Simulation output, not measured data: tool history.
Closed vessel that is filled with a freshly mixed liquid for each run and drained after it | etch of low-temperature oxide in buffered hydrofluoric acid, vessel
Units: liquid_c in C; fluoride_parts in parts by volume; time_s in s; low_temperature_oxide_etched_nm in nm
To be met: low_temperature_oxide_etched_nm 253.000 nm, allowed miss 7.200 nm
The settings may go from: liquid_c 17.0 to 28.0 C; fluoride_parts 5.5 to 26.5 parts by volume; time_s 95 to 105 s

run  hour  liquid_c  fluoride_parts  time_s  low_temperature_oxide_etched_nm
  1   0.0      20.0            16.0      95                          105.120
  2   8.5      17.0            16.0      95                           88.480
  3  13.9      17.0            20.0      95                           71.146
  4  20.0      17.0            20.0     105                           79.202
  5  21.1      17.0            22.0     105                           73.736
  6  30.3      17.0            18.0     105                           87.595
  7  32.7      17.0            18.0     105                           87.317
  8  37.0      19.0            16.5     105                          107.130
  9  39.6      23.0            11.5     105                          189.770
 10  44.3      24.0            11.5     105                          201.500
 11  46.7      24.5            11.5     105                          206.630
 12  56.0      25.0            11.5     105                          212.630
 13  60.4      25.5            11.5     105                          218.370

Which of these 4 next moves meets every target?
  A  64.8      25.5            10.0     100                                ?
  B  64.8      27.0            11.0     100                                ?
  C  64.8      23.5             8.5     105                                ?
  D  64.8      25.5            10.5     105                                ?

move  low_temperature_oxide_etched_nm
   A                          237.270
   B                          234.410
   C                          254.080
   D                          237.590
A: nearer than the last run, and not there yet
B: nearer than the last run, and not there yet
C: meets every target
D: nearer than the last run, and not there yet
Move C is the one to make.
